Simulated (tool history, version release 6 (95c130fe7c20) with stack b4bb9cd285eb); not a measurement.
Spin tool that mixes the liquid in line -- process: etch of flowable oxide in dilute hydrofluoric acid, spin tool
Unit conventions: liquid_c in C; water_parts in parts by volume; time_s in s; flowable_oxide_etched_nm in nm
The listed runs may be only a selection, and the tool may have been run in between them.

| run | hour | liquid_c | water_parts | time_s | flowable_oxide_etched_nm |
|---|---|---|---|---|---|
| 1 | 0 | 23 | 150 | 80 | 31.093 |
| 2 | 8 | 23.5 | 145 | 80 | 33.079 |
| 3 | 11.2 | 24 | 140 | 80 | 35.746 |
| 4 | 17.4 | 24 | 140 | 80 | 35.411 |
|  | 23.4 | hydrofluoric acid flow meter replaced |
| 5 | 23.4 | 24.5 | 135 | 80 | 33.908 |
| 6 | 24.9 | 21 | 135 | 80 | 29.272 |
| 7 | 30.3 | 22 | 130 | 80 | 31.83 |
| 8 | 36.9 | 23 | 125 | 80 | 34.919 |
| 9 | 39.6 | 24 | 120 | 80 | 37.405 |
| 10 | 46.2 | 28 | 65 | 80 | 86.187 |
| 11 | 51.5 | 27.5 | 65 | 80 | 85.463 |
| 12 | 54.4 | 27 | 65 | 80 | 83.609 |

Estimate the outcome of run 13 from the log above:
| 13 | 55.2 | 26.5 | 65 | 80 | ? |

flowable_oxide_etched_nm: 82.096 nm

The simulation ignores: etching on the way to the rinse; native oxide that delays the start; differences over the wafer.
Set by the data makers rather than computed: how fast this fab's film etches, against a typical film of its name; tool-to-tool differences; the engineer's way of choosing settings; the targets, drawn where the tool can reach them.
